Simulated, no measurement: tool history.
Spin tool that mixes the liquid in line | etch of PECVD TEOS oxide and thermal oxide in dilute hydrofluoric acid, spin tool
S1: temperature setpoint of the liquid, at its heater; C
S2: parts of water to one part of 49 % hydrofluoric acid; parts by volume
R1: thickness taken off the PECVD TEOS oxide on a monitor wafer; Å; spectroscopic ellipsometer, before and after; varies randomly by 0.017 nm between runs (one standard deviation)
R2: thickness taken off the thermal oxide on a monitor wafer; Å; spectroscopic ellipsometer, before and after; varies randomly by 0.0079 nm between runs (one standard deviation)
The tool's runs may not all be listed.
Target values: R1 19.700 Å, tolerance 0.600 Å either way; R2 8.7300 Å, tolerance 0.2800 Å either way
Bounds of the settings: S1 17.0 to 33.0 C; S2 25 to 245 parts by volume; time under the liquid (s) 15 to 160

run 1 hour=0.0 | S1=25.0 S2=135 time_under_the_liquid_(s)=80 | R1=69.613 R2=31.2610
run 2 hour=1.5 | S1=28.5 S2=135 time_under_the_liquid_(s)=80 | R1=80.660 R2=35.1400
run 3 hour=6.3 | S1=25.5 S2=135 time_under_the_liquid_(s)=80 | R1=71.647 R2=31.5610
run 4 hour=12.9 | S1=25.5 S2=95 time_under_the_liquid_(s)=80 | R1=107.030 R2=48.1020
run 5 hour=18.3 | S1=24.5 S2=120 time_under_the_liquid_(s)=80 | R1=79.094 R2=34.7370
run 6 hour=24.5 | S1=23.5 S2=140 time_under_the_liquid_(s)=80 | R1=64.167 R2=28.1970
run 7 hour=30.1 | S1=22.5 S2=155 time_under_the_liquid_(s)=80 | R1=55.029 R2=23.9310
run 8 hour=31.2 | S1=18.5 S2=210 time_under_the_liquid_(s)=70 | R1=28.374 R2=12.7050
run 9 hour=38.6 | S1=18.5 S2=215 time_under_the_liquid_(s)=70 | R1=27.826 R2=12.3190
run 10 hour=39.3 | S1=18.5 S2=220 time_under_the_liquid_(s)=70 | R1=27.149 R2=11.8610
run 11 hour=46.9 | S1=17.0 S2=245 time_under_the_liquid_(s)=65 | R1=20.727 R2=9.0543
-- hour=54.6 hydrofluoric acid flow meter replaced
run 12 hour=54.6 | S1=17.0 S2=245 time_under_the_liquid_(s)=60 | R1=17.050 R2=7.4303
run 13 hour=55.9 | S1=17.5 S2=245 time_under_the_liquid_(s)=60 | R1=17.574 R2=7.7973
run 14 hour=58.4 | S1=18.0 S2=245 time_under_the_liquid_(s)=60 | R1=17.671 R2=7.7330
run 15 hour=59.8 | S1=17.5 S2=235 time_under_the_liquid_(s)=60 | R1=18.133 R2=8.0296
run 16 hour=62.6 | S1=18.0 S2=235 time_under_the_liquid_(s)=60 | R1=18.661 R2=8.2202

Exactly one of the 4 candidate moves below puts every result within its allowed miss. Which one?
run A hour=65.4 | S1=17.0 S2=185 time_under_the_liquid_(s)=50 | R1=? R2=?
run B hour=65.4 | S1=19.0 S2=235 time_under_the_liquid_(s)=65 | R1=? R2=?
run C hour=65.4 | S1=19.0 S2=155 time_under_the_liquid_(s)=40 | R1=? R2=?
run D hour=65.4 | S1=17.5 S2=240 time_under_the_liquid_(s)=60 | R1=? R2=?

move=A R1=19.806 R2=8.7664
move=B R1=20.931 R2=9.2643
move=C R1=21.097 R2=9.3378
move=D R1=17.775 R2=7.8672
A: meets every target
B: carries the result that was furthest off beyond its target, to the other side
C: carries the result that was furthest off beyond its target, to the other side
D: the biggest miss grows against the last run
A is the move that brings every result within its allowed miss.
